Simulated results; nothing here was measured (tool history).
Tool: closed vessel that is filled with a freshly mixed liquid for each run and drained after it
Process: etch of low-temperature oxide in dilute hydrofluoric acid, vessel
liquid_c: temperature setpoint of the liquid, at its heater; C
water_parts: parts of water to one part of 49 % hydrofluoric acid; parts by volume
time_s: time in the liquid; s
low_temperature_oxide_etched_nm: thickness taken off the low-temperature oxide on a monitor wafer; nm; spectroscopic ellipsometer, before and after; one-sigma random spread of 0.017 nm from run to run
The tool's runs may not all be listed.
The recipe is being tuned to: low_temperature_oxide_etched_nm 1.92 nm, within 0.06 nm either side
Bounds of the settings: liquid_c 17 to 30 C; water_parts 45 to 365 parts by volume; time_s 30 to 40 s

run	hour	liquid_c	water_parts	time_s	low_temperature_oxide_etched_nm
1	0	22	205	40	2.4306
2	6.6	20.5	210	40	2.2013
3	9.7	20.5	140	40	3.5973
4	18.8	19.5	165	40	2.833
5	22.5	19	180	40	2.4994
6	31.4	19	250	40	1.7053
7	38.8	20	250	40	1.7737
8	39.8	20.5	250	40	1.8025
9	43.4	21	250	40	1.825

Which single option among these 5 for the next run brings every result within its allowed miss of target? Just one does.
A	47	20.5	210	35	?
B	47	19	240	40	?
C	47	26.5	235	30	?
D	47	20	250	40	?
E	47	18	230	40	?

move	low_temperature_oxide_etched_nm
A	1.9541
B	1.795
C	1.8223
D	1.7744
E	1.8177
A: all results land within tolerance of their targets
B: moves away from the targets compared with the last run
C: no better and no worse than the last run
D: moves away from the targets compared with the last run
E: moves away from the targets compared with the last run
The right move is A.
